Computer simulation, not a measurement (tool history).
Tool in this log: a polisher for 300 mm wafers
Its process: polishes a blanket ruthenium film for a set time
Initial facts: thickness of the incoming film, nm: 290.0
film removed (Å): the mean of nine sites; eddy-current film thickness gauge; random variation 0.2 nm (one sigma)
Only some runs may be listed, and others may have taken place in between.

run,day,flow of slurry (ml/min),pressure of the wafer on the pad (psi),speed of the pad under the wafer (m/s),polishing time (s),film removed (Å)
1,0.000,165,2.3,1.16,38,491.31
2,0.100,125,2.3,1.16,38,462.76
3,0.371,125,2.2,1.16,38,446.73
4,0.692,125,2.1,1.16,38,419.98
5,0.979,125,2.1,1.30,38,473.35
6,1.183,125,2.1,1.30,38,472.74

Estimate the outcome of run 7 from the log above:
7,1.429,125,2.0,1.30,38,?

{"run 7": {"film removed (Å)": 447.79}}
